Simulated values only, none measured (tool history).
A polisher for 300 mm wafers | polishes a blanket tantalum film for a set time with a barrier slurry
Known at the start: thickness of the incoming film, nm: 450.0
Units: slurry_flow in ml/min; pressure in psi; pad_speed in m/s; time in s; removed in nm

| run | hour | slurry_flow | pressure | pad_speed | slurry_solids | time | removed |
|---|---|---|---|---|---|---|---|
| 1 | 0 | 150 | 2.3 | 0.8 | 1 | 77 | 98.811 |
| 2 | 6.7 | 150 | 2.1 | 0.8 | 1 | 77 | 92.532 |
| 3 | 12.8 | 170 | 2.1 | 0.8 | 1 | 77 | 93.597 |
| 4 | 18 | 170 | 1.9 | 0.8 | 1 | 77 | 85.622 |
| 5 | 26.1 | 170 | 1.9 | 0.8 | 1 | 77 | 85.963 |
|  | 34.9 | head pressure recalibrated |
| 6 | 34.9 | 170 | 1.8 | 0.8 | 1 | 77 | 90.107 |

Run 7 comes next. What will it give?
| 7 | 41.5 | 170 | 1.7 | 0.76 | 1 | 77 | ? |

removed: 82.481 nm
